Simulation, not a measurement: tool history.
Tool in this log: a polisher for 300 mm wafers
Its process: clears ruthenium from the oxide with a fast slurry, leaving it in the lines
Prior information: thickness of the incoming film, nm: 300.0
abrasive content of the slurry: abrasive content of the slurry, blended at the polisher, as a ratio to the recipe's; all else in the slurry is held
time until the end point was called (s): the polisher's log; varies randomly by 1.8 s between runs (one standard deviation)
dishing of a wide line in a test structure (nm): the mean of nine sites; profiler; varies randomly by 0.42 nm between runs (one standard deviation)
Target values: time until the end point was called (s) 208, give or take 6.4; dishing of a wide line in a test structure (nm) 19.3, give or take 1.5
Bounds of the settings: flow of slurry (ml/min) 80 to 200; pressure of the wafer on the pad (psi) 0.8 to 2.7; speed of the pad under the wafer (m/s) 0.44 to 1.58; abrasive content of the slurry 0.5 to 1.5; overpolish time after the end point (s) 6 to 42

run  hour  flow of slurry (ml/min)  pressure of the wafer on the pad (psi)  speed of the pad under the wafer (m/s)  abrasive content of the slurry  overpolish time after the end point (s)  time until the end point was called (s)  dishing of a wide line in a test structure (nm)
  1     0                      130                                     1.7                                       1                               1                                       21                                    97.66                                            30.65
  2   5.2                      125                                     1.4                                    0.94                               1                                       21                                   125.25                                           26.648
  3    11                      125                                     1.4                                    1.02                               1                                       21                                    117.2                                           26.582
  4  13.7                       95                                     1.4                                    1.02                               1                                       21                                   120.62                                           24.794
  5  20.9                       95                                     1.4                                    1.16                               1                                       21                                   109.64                                           28.352
  6  29.5                       95                                     1.6                                    1.16                               1                                       21                                   95.046                                           31.438
  7  32.2                       95                                     1.4                                    1.08                               1                                       22                                   115.66                                           26.649
  8  34.6                       95                                     1.2                                    1.02                               1                                       24                                    145.2                                           26.678
  9  39.8                       95                                     1.1                                       1                               1                                       23                                    157.2                                           24.178
 10  44.7                       90                                     0.8                                     0.9                               1                                       22                                   241.13                                            16.95
 11  49.8                      105                                     0.8                                     0.9                               1                                       22                                   231.74                                           17.167
 12  57.7                      115                                     0.8                                     0.9                               1                                       22                                   226.23                                           17.432
 13  61.4                      120                                     0.8                                     0.9                               1                                       22                                   227.05                                           18.007
 14  64.7                      125                                     0.8                                     0.9                               1                                       22                                   226.41                                           17.285
 15  66.2                      130                                     0.8                                     0.9                               1                                       22                                   219.13                                             18.4
 16  67.5                      135                                     0.8                                     0.9                               1                                       22                                   222.96                                           17.338
 17    70                      140                                     0.8                                     0.9                               1                                       23                                   222.51                                           17.909
 18  75.6                      145                                     0.8                                     0.9                               1                                       24                                   217.26                                           18.893
 19  84.1                      160                                     0.8                                     0.9                               1                                       24                                   213.47                                           19.504

Next run, 5 choices. One meets every target within its allowed miss, the rest don't. Which?
  A  92.6                      140                                     0.9                                    0.78                            1.05                                       24                                        ?                                                ?
  B  92.6                      175                                     0.8                                    0.86                               1                                       29                                        ?                                                ?
  C  92.6                      175                                     0.8                                    0.84                            1.05                                       25                                        ?                                                ?
  D  92.6                      160                                     0.8                                    0.88                             1.1                                       28                                        ?                                                ?
  E  92.6                      130                                     0.8                                    0.88                            1.15                                       23                                        ?                                                ?

move  time until the end point was called (s)  dishing of a wide line in a test structure (nm)
   A                                   216.72                                           19.435
   B                                   219.85                                           22.126
   C                                   217.77                                           19.972
   D                                   204.96                                           22.688
   E                                   206.68                                           19.507
A: misses by more than the last run did
B: misses by more than the last run did
C: misses by more than the last run did
D: gets the furthest-off result to its target, but another result is out of tolerance
E: every result within its allowed miss
Go with E: it meets all targets.
